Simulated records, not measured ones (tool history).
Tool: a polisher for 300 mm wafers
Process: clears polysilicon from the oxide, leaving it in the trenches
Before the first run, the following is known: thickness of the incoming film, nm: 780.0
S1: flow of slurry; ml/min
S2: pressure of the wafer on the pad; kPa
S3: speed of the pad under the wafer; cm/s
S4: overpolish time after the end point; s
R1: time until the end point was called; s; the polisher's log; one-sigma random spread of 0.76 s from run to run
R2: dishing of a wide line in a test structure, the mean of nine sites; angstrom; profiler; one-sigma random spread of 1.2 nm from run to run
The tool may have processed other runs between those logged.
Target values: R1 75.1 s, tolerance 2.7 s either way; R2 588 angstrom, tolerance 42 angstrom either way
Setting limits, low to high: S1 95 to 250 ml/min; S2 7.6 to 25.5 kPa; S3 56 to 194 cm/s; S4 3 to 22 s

Run 1, day 0: S1 160 ml/min, S2 16.5 kPa, S3 124 cm/s, S4 11 s. Result: R1 41.978 s, R2 626.58 angstrom.
Run 2, day 0.25: S1 160 ml/min, S2 19.3 kPa, S3 124 cm/s, S4 11 s. Result: R1 36.467 s, R2 622.22 angstrom.
Run 3, day 0.583: S1 155 ml/min, S2 16.5 kPa, S3 122 cm/s, S4 10 s. Result: R1 42.892 s, R2 628.65 angstrom.
Run 4, day 0.862: S1 155 ml/min, S2 14.5 kPa, S3 122 cm/s, S4 10 s. Result: R1 48.931 s, R2 603.83 angstrom.
Run 5, day 1.138: S1 150 ml/min, S2 13.1 kPa, S3 122 cm/s, S4 10 s. Result: R1 54.492 s, R2 565.12 angstrom.
Run 6, day 1.512: S1 150 ml/min, S2 13.1 kPa, S3 122 cm/s, S4 8 s. Result: R1 53.365 s, R2 556.9 angstrom.
Run 7, day 1.842: S1 150 ml/min, S2 13.1 kPa, S3 122 cm/s, S4 8 s. Result: R1 54.198 s, R2 557.7 angstrom.
Run 8, day 1.983: S1 150 ml/min, S2 11.7 kPa, S3 122 cm/s, S4 10 s. Result: R1 59.618 s, R2 552.62 angstrom.
Run 9, day 2.225: S1 140 ml/min, S2 8.3 kPa, S3 118 cm/s, S4 16 s. Result: R1 86.318 s, R2 598.26 angstrom.
Run 10, day 2.4: S1 145 ml/min, S2 8.3 kPa, S3 118 cm/s, S4 16 s. Result: R1 85.616 s, R2 569.07 angstrom.
Run 11, day 2.762: S1 150 ml/min, S2 9 kPa, S3 118 cm/s, S4 16 s. Result: R1 78.426 s, R2 608.38 angstrom.
Run 12, day 3.012: S1 155 ml/min, S2 9 kPa, S3 118 cm/s, S4 15 s. Result: R1 78.626 s, R2 603.02 angstrom.

Below are 5 possible settings for the next run. Only one of them brings all results inside the allowed miss of their targets. Which is it?
Run A, day 3.262: S1 175 ml/min, S2 7.6 kPa, S3 144 cm/s, S4 14 s. Result: R1 ?, R2 ?.
Run B, day 3.262: S1 185 ml/min, S2 15.2 kPa, S3 66 cm/s, S4 15 s. Result: R1 ?, R2 ?.
Run C, day 3.262: S1 115 ml/min, S2 9.7 kPa, S3 112 cm/s, S4 17 s. Result: R1 ?, R2 ?.
Run D, day 3.262: S1 140 ml/min, S2 10.3 kPa, S3 102 cm/s, S4 15 s. Result: R1 ?, R2 ?.
Run E, day 3.262: S1 155 ml/min, S2 7.6 kPa, S3 130 cm/s, S4 17 s. Result: R1 ?, R2 ?.

move      R1      R2
   A  74.468  572.99
   B  82.216   568.3
   C  81.627  587.67
   D  80.979  570.69
   E  83.715  584.24
A: each result inside its tolerance
B: its largest miss is bigger than the last run's
C: its largest miss is bigger than the last run's
D: its largest miss is bigger than the last run's
E: its largest miss is bigger than the last run's
The right move is A.
